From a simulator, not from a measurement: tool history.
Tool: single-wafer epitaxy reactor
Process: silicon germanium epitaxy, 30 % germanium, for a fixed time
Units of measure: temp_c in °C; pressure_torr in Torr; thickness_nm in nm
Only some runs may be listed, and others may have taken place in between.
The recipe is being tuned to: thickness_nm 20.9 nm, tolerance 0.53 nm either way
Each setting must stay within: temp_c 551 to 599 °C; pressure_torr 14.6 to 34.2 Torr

| run | hour | temp_c | pressure_torr | thickness_nm |
|---|---|---|---|---|
| 1 | 0 | 575 | 24.4 | 43.807 |
| 2 | 6.6 | 575 | 22.8 | 42.23 |
| 3 | 13.4 | 575 | 24.9 | 44.6 |
| 4 | 19.2 | 567 | 21.5 | 34.243 |
| 5 | 19.9 | 562 | 19.6 | 28.893 |
| 6 | 28.7 | 558 | 18.7 | 25.255 |
| 7 | 30.3 | 556 | 18.5 | 24.024 |
| 8 | 38.7 | 554 | 18.3 | 22.755 |
|  | 41.7 | pyrometer calibrated |
| 9 | 41.7 | 551 | 16.8 | 18.434 |
| 10 | 44.6 | 553 | 16.8 | 19.386 |
| 11 | 53.2 | 554 | 16.8 | 19.894 |
| 12 | 61.4 | 555 | 16.8 | 20.301 |
| 13 | 68.3 | 555 | 16.8 | 20.275 |

5 candidate next runs follow, results not yet known. Just one meets every target within its allowed miss. Identify it.
| A | 75.2 | 553 | 18.4 | ? |
| B | 75.2 | 553 | 16.7 | ? |
| C | 75.2 | 556 | 15.6 | ? |
| D | 75.2 | 555 | 15.8 | ? |
| E | 75.2 | 559 | 16.4 | ? |

| move | thickness_nm |
|---|---|
| A | 20.889 |
| B | 19.456 |
| C | 19.773 |
| D | 19.519 |
| E | 22.056 |
A: each result inside its tolerance
B: misses by more than the last run did
C: misses by more than the last run did
D: misses by more than the last run did
E: pushes the last run's worst result past its target
So the answer is move A, the one that meets all the targets.
